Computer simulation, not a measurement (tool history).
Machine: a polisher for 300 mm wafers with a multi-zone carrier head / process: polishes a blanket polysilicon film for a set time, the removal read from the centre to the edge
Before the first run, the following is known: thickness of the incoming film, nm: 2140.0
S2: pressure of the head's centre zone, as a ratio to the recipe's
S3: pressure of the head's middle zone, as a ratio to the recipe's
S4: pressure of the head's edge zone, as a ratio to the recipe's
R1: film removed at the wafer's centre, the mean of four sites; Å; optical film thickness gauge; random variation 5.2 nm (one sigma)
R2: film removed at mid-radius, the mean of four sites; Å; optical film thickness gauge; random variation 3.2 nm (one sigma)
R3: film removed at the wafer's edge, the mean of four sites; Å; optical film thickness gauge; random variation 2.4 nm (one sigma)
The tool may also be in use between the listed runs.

{"run": 1, "hour": 0.0, "flow of slurry (ml/min)": 145, "S2": 1.0, "S3": 1.0, "S4": 1.0, "polishing time (s)": 80, "R1": 4367.5, "R2": 4181.0, "R3": 4113.1}
{"run": 2, "hour": 2.1, "flow of slurry (ml/min)": 145, "S2": 1.0, "S3": 1.0, "S4": 1.0, "polishing time (s)": 100, "R1": 5370.1, "R2": 5257.3, "R3": 5157.2}
{"run": 3, "hour": 8.8, "flow of slurry (ml/min)": 140, "S2": 1.0, "S3": 1.01, "S4": 0.96, "polishing time (s)": 92, "R1": 4913.7, "R2": 4757.1, "R3": 4633.7}
{"run": 4, "hour": 16.7, "flow of slurry (ml/min)": 155, "S2": 1.0, "S3": 1.01, "S4": 0.96, "polishing time (s)": 92, "R1": 4879.6, "R2": 4885.2, "R3": 4696.3}
{"run": 5, "hour": 21.3, "flow of slurry (ml/min)": 155, "S2": 1.0, "S3": 1.01, "S4": 1.03, "polishing time (s)": 92, "R1": 4975.6, "R2": 4871.5, "R3": 4834.8}
{"run": 6, "hour": 22.2, "flow of slurry (ml/min)": 145, "S2": 1.01, "S3": 1.02, "S4": 0.98, "polishing time (s)": 86, "R1": 4724.2, "R2": 4602.4, "R3": 4432.3}
{"run": 7, "hour": 27.1, "flow of slurry (ml/min)": 145, "S2": 1.02, "S3": 1.03, "S4": 0.94, "polishing time (s)": 80, "R1": 4320.1, "R2": 4295.3, "R3": 4020.8}
{"run": 8, "hour": 33.3, "flow of slurry (ml/min)": 140, "S2": 1.03, "S3": 1.03, "S4": 0.91, "polishing time (s)": 78, "R1": 4289.3, "R2": 4192.5, "R3": 3826.1}

What will run 9 give?
{"run": 9, "hour": 38.3, "flow of slurry (ml/min)": 140, "S2": 1.03, "S3": 1.03, "S4": 0.91, "polishing time (s)": 78, "R1": "?", "R2": "?", "R3": "?"}

R1: 4383.9 Å
R2: 4159.0 Å
R3: 3792.4 Å
